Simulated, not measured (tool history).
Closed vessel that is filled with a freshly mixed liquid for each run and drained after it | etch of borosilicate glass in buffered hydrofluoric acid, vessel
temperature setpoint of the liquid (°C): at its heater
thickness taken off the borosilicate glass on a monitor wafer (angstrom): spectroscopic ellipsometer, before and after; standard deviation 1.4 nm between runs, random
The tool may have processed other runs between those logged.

run,hour,temperature setpoint of the liquid (°C),parts of 40 % ammonium fluoride to one part of 49 % hydrofluoric acid (parts by volume),time in the liquid (s),thickness taken off the borosilicate glass on a monitor wafer (angstrom)
1,0,21,11,90,906
2,1.2,22,11,90,973.83
3,3.9,22,8.5,90,1202
4,8,18.5,8.5,90,1005.6
5,10.8,18.5,8.5,90,1008.5
6,12.9,19.5,8.5,90,1061
7,22.1,20.5,8.5,90,1122.9
8,30,21,8.5,90,1131.1
9,31.8,22,8.5,90,1213.3
10,41,22.5,8.5,90,1228.9
11,46,23,8.5,90,1275.8
12,46.9,23.5,8.5,90,1305.4
13,53.1,24,8.5,90,1348

Run 14 is up next; what results do you expect?
# hour 58.3: thermometer replaced
14,58.3,24.5,8.5,90,?

Run 14 measured thickness taken off the borosilicate glass on a monitor wafer (angstrom) 1214.3.
